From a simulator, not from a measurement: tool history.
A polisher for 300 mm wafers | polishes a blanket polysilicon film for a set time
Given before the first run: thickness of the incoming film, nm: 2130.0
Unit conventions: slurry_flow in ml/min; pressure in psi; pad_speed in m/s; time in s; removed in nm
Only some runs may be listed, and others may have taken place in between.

run	hour	slurry_flow	pressure	pad_speed	time	removed
1	0	140	3.2	1.08	75	685.24
2	1	140	2.7	1.08	75	569.59
3	1.7	140	2.7	1.08	75	579.18
4	10	145	3.1	1.08	75	660.93
5	18.8	145	2.4	1.08	75	519.31
6	20.4	150	2.8	1.08	75	603.58
7	23.8	155	3.1	1.08	75	673.79
8	30.3	195	4	1.1	75	909.63

What does the tool deliver on the next run?
9	31.5	195	4.1	1.1	75	?

removed: 926.5 nm
